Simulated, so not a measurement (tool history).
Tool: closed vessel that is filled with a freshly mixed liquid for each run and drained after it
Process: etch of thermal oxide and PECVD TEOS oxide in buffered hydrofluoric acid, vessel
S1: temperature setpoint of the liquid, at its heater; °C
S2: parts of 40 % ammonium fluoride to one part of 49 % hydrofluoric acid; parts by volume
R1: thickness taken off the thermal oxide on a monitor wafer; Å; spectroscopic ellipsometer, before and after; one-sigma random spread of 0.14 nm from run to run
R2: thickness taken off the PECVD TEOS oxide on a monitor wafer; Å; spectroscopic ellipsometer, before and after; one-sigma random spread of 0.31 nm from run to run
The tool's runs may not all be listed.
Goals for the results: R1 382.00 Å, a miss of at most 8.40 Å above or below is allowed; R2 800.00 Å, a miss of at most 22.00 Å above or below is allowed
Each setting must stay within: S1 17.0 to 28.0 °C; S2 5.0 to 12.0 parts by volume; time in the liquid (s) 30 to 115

run 1 hour=0.0 | S1=20.0 S2=7.0 time_in_the_liquid_(s)=60 | R1=752.54 R2=1571.40
run 2 hour=3.7 | S1=17.0 S2=7.0 time_in_the_liquid_(s)=60 | R1=635.67 R2=1327.50
run 3 hour=10.5 | S1=17.0 S2=9.0 time_in_the_liquid_(s)=60 | R1=480.34 R2=1014.00
run 4 hour=12.7 | S1=17.0 S2=11.0 time_in_the_liquid_(s)=60 | R1=414.12 R2=862.03
run 5 hour=19.7 | S1=17.0 S2=10.0 time_in_the_liquid_(s)=60 | R1=448.79 R2=936.24
run 6 hour=23.1 | S1=17.0 S2=10.5 time_in_the_liquid_(s)=60 | R1=432.02 R2=908.82
run 7 hour=30.8 | S1=17.0 S2=11.0 time_in_the_liquid_(s)=60 | R1=410.03 R2=859.97
run 8 hour=35.5 | S1=17.0 S2=11.5 time_in_the_liquid_(s)=60 | R1=393.39 R2=825.25

Which single option among these 4 for the next run brings every result within its allowed miss of target? Just one does.
run A hour=40.2 | S1=23.0 S2=8.5 time_in_the_liquid_(s)=30 | R1=? R2=?
run B hour=40.2 | S1=21.5 S2=12.0 time_in_the_liquid_(s)=50 | R1=? R2=?
run C hour=40.2 | S1=17.0 S2=9.0 time_in_the_liquid_(s)=45 | R1=? R2=?
run D hour=40.2 | S1=20.5 S2=12.0 time_in_the_liquid_(s)=50 | R1=? R2=?

move=A R1=360.14 R2=754.38
move=B R1=406.84 R2=852.19
move=C R1=362.88 R2=760.11
move=D R1=384.81 R2=806.06
A: carries the result that was furthest off beyond its target, to the other side
B: lands further from the targets than the last run did
C: carries the result that was furthest off beyond its target, to the other side
D: in spec on every target
The right move is D.
